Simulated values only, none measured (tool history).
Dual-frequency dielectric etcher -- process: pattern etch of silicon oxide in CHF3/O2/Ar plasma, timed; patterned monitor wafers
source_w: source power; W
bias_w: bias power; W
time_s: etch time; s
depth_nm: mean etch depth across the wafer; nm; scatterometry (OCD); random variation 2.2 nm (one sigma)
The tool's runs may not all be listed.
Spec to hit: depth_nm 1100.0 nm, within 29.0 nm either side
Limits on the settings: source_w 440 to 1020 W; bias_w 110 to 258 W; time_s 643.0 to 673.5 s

run,hour,source_w,bias_w,time_s,depth_nm
1,0.0,730,184,643.0,1381.8
2,2.0,730,184,643.0,1380.8
3,8.6,730,184,673.5,1447.0
4,17.5,680,169,666.0,1363.0
5,23.3,560,169,666.0,1268.5
6,25.9,560,169,643.0,1230.8
7,31.7,560,169,643.0,1232.6
8,40.6,530,162,643.0,1195.6
9,44.4,510,157,643.0,1168.4
10,51.3,490,154,643.0,1145.0
11,57.0,480,152,643.0,1134.1

Next run, 5 choices. One meets every target within its allowed miss, the rest don't. Which?
A,62.7,440,119,651.0,?
B,62.7,440,130,643.0,?
C,62.7,450,112,658.0,?
D,62.7,480,143,643.0,?
E,62.7,440,133,643.0,?

move,depth_nm
A,1037.9
B,1050.8
C,1039.5
D,1111.4
E,1057.7
A: the result that was furthest off in the last run now lies on the other side of its target
B: the result that was furthest off in the last run now lies on the other side of its target
C: the result that was furthest off in the last run now lies on the other side of its target
D: all results in spec
E: the result that was furthest off in the last run now lies on the other side of its target
Move D is the one to make.
